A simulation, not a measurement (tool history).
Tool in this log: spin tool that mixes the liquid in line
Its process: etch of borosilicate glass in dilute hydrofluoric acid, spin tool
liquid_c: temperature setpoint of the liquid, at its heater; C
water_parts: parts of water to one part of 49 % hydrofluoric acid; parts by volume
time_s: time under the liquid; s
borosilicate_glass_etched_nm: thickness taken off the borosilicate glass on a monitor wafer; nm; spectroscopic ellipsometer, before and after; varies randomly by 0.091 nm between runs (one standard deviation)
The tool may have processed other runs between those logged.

run    day  liquid_c  water_parts  time_s  borosilicate_glass_etched_nm
  1  0.000      23.0          220      90                        7.5937
  2  0.200      23.0          255      90                        6.3142
  3  0.521      25.0          200      90                        9.1592
  4  0.704      27.5          200      90                       10.0630
  5  0.788      27.5          150      90                       14.1050
  6  0.975      27.5          185      90                       11.0710
  7  1.088      28.5          160      90                       13.6460

Run 8 comes next. What will it give?
  8  1.121      29.0          145      90                             ?

{"run 8": {"borosilicate_glass_etched_nm": 15.691}}
